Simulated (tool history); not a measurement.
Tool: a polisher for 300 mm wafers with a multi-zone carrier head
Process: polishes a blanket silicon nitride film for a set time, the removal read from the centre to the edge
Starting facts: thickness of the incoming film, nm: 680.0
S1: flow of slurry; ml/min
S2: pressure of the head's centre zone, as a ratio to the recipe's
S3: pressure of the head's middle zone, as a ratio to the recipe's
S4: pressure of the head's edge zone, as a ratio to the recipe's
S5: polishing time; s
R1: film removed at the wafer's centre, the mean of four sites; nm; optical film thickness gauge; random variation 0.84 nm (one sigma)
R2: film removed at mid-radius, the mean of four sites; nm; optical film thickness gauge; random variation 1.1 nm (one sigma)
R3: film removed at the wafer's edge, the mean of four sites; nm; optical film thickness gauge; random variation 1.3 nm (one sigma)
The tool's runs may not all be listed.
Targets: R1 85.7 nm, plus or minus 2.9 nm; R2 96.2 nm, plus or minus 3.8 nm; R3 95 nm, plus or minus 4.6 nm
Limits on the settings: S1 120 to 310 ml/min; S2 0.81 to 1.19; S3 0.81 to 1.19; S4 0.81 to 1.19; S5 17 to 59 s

run	day	S1	S2	S3	S4	S5	R1	R2	R3
1	0	200	1	1	1	38	74.787	72.708	72.807
2	0.067	205	0.99	1.02	1.02	39	75.965	77.678	75.107
3	0.246	205	0.99	1.02	1.02	35	69.172	69.28	65.271
4	0.562	205	0.96	1.02	1.02	35	65.452	67.905	66.714
5	0.9	200	0.96	1.02	1.02	37	68.891	73.21	70.072
6	0.95	200	0.96	1.02	1.03	38	72.589	74.18	71.639
7	1.075	210	0.94	1.02	1.02	39	72.593	76.501	75.215
8	1.283	215	0.93	1.02	1.03	40	72.791	76.829	76.828
9	1.383	215	0.93	1.03	1.03	41	75.59	79.002	78.731
10	1.425	215	0.92	1.04	1.03	42	76.262	85.023	83.018
11	1.579	220	0.92	1.04	1.03	43	78.568	86.041	83.668

Below are 4 possible settings for the next run. Only one of them brings all results inside the allowed miss of their targets. Which is it?
A	1.733	240	0.99	1.1	0.99	38	?	?	?
B	1.733	240	1.1	1.18	0.97	38	?	?	?
C	1.733	230	0.83	0.94	0.86	52	?	?	?
D	1.733	290	1	1.01	0.99	37	?	?	?

move	R1	R2	R3
A	73.608	80.252	72.045
B	81.896	85.204	71.362
C	83.799	95.798	93.069
D	73.88	74.034	71.229
A: further off than the last run
B: further off than the last run
C: every result within its allowed miss
D: further off than the last run
Move C is the one to make.

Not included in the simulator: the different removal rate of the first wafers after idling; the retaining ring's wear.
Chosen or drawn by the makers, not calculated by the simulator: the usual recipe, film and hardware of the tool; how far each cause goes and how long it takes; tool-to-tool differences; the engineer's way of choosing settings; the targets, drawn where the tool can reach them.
